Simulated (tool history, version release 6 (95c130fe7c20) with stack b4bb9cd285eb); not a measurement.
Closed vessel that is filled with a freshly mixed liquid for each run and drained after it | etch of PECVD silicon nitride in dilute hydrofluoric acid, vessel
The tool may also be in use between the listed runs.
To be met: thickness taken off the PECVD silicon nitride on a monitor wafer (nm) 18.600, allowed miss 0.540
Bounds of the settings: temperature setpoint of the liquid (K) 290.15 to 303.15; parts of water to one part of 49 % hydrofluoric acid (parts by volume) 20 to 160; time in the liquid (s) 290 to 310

run  hour  temperature setpoint of the liquid (K)  parts of water to one part of 49 % hydrofluoric acid (parts by volume)  time in the liquid (s)  thickness taken off the PECVD silicon nitride on a monitor wafer (nm)
  1   0.0                                  295.15                                                                      90                     290                                                                 11.500
  2   8.9                                  296.65                                                                      90                     290                                                                 12.680
  3  17.6                                  297.65                                                                      90                     290                                                                 13.575
  4  20.1                                  297.65                                                                     120                     290                                                                 10.172
     26.5  -- thermometer replaced
  5  26.5                                  298.65                                                                     115                     290                                                                 12.583
  6  34.8                                  299.65                                                                     115                     290                                                                 13.288
  7  43.8                                  300.15                                                                     115                     290                                                                 13.693
  8  46.7                                  300.65                                                                     115                     290                                                                 14.179
  9  49.5                                  301.15                                                                     115                     290                                                                 14.814

5 next moves are on the table. One of them brings every result within its allowed miss. Which?
  A  52.3                                  301.15                                                                     105                     310                                                                      ?
  B  52.3                                  302.65                                                                     100                     310                                                                      ?
  C  52.3                                  302.15                                                                     105                     300                                                                      ?
  D  52.3                                  302.15                                                                     115                     300                                                                      ?
  E  52.3                                  301.15                                                                      90                     290                                                                      ?

move  thickness taken off the PECVD silicon nitride on a monitor wafer (nm)
   A                                                                 17.295
   B                                                                 19.971
   C                                                                 17.832
   D                                                                 16.275
   E                                                                 18.872
A: nearer than the last run, and not there yet
B: takes the result that was furthest off past its target
C: nearer than the last run, and not there yet
D: nearer than the last run, and not there yet
E: meets every target
Answer: E
